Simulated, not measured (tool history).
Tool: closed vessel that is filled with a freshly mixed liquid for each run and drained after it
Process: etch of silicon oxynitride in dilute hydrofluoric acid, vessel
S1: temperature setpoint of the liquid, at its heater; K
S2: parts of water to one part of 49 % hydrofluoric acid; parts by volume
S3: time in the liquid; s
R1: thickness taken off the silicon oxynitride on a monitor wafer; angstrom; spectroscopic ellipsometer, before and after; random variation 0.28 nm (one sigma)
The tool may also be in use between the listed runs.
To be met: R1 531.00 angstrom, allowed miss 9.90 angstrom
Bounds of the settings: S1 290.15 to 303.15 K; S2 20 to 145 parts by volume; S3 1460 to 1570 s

run,hour,S1,S2,S3,R1
1,0.0,295.15,80,1460,371.96
2,1.2,295.15,95,1460,310.49
3,5.6,295.15,95,1570,334.05
4,6.8,293.15,95,1570,303.77
5,14.9,293.15,95,1460,280.95
6,20.6,295.65,90,1460,338.82
7,29.6,297.65,90,1460,371.95
8,35.6,299.15,90,1460,400.10
9,37.9,300.15,90,1460,418.50
10,42.5,301.15,90,1460,437.42
11,43.8,301.65,90,1460,444.40
12,52.4,302.15,90,1460,457.65
13,59.8,302.65,90,1460,470.25
14,65.0,303.15,85,1460,505.38
15,69.7,303.15,80,1460,545.15

5 next moves are on the table. One of them brings every result within its allowed miss. Which?
A,74.4,303.15,80,1500,?
B,74.4,300.65,75,1480,?
C,74.4,300.65,70,1460,?
D,74.4,303.15,85,1570,?
E,74.4,303.15,80,1495,?

move,R1
A,559.50
B,527.42
C,560.13
D,548.31
E,557.63
A: further off than the last run
B: meets every target
C: further off than the last run
D: further off than the last run
E: further off than the last run
The right move is B.
